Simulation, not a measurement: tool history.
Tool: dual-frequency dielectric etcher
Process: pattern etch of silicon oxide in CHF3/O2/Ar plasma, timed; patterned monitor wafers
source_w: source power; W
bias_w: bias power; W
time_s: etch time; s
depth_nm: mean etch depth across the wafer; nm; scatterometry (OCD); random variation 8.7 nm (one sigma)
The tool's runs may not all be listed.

Run 1, hour 0: source_w 700 W, bias_w 204 W, time_s 561.5 s. Result: depth_nm 1237.2 nm.
Run 2, hour 4: source_w 740 W, bias_w 207 W, time_s 562 s. Result: depth_nm 1265.5 nm.
Run 3, hour 6.2: source_w 740 W, bias_w 188 W, time_s 562 s. Result: depth_nm 1216.3 nm.
Run 4, hour 10.2: source_w 790 W, bias_w 192 W, time_s 562.5 s. Result: depth_nm 1262.9 nm.
Run 5, hour 15.2: source_w 820 W, bias_w 194 W, time_s 562.5 s. Result: depth_nm 1293.2 nm.
Run 6, hour 22.8: source_w 840 W, bias_w 195 W, time_s 562.5 s. Result: depth_nm 1292.9 nm.
Run 7, hour 28.5: source_w 860 W, bias_w 197 W, time_s 563 s. Result: depth_nm 1322.9 nm.
Run 8, hour 29.2: source_w 870 W, bias_w 198 W, time_s 563 s. Result: depth_nm 1324.8 nm.

The next listed run, before its measurement:
Run 9, hour 31.8: source_w 880 W, bias_w 199 W, time_s 563 s. Result: depth_nm ?.

Run 9 gave depth_nm 1328.6 nm.
